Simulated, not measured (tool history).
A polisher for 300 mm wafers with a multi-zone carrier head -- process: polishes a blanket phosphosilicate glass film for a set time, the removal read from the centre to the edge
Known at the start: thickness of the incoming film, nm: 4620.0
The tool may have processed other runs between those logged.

run,day,flow of slurry (ml/min),pressure of the head's centre zone,pressure of the head's middle zone,pressure of the head's edge zone,abrasive content of the slurry,polishing time (s),film removed at the wafer's centre (angstrom),film removed at mid-radius (angstrom),film removed at the wafer's edge (angstrom)
1,0,320,1,1,1,1,61,5175.1,4953.2,4878.9
2,0.038,320,1,1.06,1,1,61,5084.2,5202.3,4938
3,0.4,320,1,1.13,1,1,61,5093.2,5540.1,5025
4,0.504,275,1,1.13,1,1,61,5084.3,5484,4752.9
5,0.792,270,0.97,1.11,1,0.95,61,4766.5,5213.3,4726.8
6,1.017,270,0.97,1.11,1,0.95,74,5662.8,6545.5,5726.8
7,1.379,260,0.95,1.09,0.98,0.85,74,5256.2,5917.2,5273.2
8,1.646,255,0.85,1.05,0.91,0.6,72,3498,4335.3,3864.2
9,1.771,260,0.86,1.06,0.93,0.6,72,3670.4,4414.1,3987.3
10,1.883,265,0.87,1.07,0.94,0.6,72,3678.8,4357.3,3986.9

Run 11 comes next. What will it give?
11,1.988,265,0.88,1.08,0.95,0.6,72,?,?,?

{"run 11": {"film removed at the wafer's centre (angstrom)": 3712.3, "film removed at mid-radius (angstrom)": 4451.2, "film removed at the wafer's edge (angstrom)": 4024.3}}
